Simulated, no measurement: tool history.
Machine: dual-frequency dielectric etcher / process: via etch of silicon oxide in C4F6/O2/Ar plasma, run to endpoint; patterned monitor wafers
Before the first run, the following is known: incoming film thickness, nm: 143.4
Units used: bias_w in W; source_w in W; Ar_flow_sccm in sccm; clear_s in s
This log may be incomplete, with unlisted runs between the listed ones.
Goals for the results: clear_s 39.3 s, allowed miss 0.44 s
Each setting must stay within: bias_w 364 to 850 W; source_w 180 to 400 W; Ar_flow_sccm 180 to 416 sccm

| run | hour | bias_w | source_w | Ar_flow_sccm | clear_s |
|---|---|---|---|---|---|
| 1 | 0 | 607 | 290 | 298 | 33.709 |
| 2 | 1.4 | 607 | 330 | 298 | 32.342 |
| 3 | 5.3 | 677 | 330 | 298 | 30.431 |
| 4 | 9.6 | 677 | 330 | 279 | 30.01 |
| 5 | 10.4 | 784 | 330 | 279 | 27.756 |
| 6 | 13.2 | 703 | 320 | 280 | 29.906 |
| 7 | 19.5 | 638 | 320 | 280 | 31.6 |
| 8 | 20.2 | 587 | 320 | 280 | 32.994 |

Which of these 4 next moves meets every target?
| A | 20.9 | 725 | 360 | 294 | ? |
| B | 20.9 | 462 | 280 | 242 | ? |
| C | 20.9 | 813 | 340 | 229 | ? |
| D | 20.9 | 522 | 320 | 283 | ? |

| move | clear_s |
|---|---|
| A | 28.269 |
| B | 39.048 |
| C | 26.196 |
| D | 35.301 |
A: its largest miss is bigger than the last run's
B: every result within its allowed miss
C: its largest miss is bigger than the last run's
D: gains on the last run, yet a result remains outside its allowed miss
Answer: B
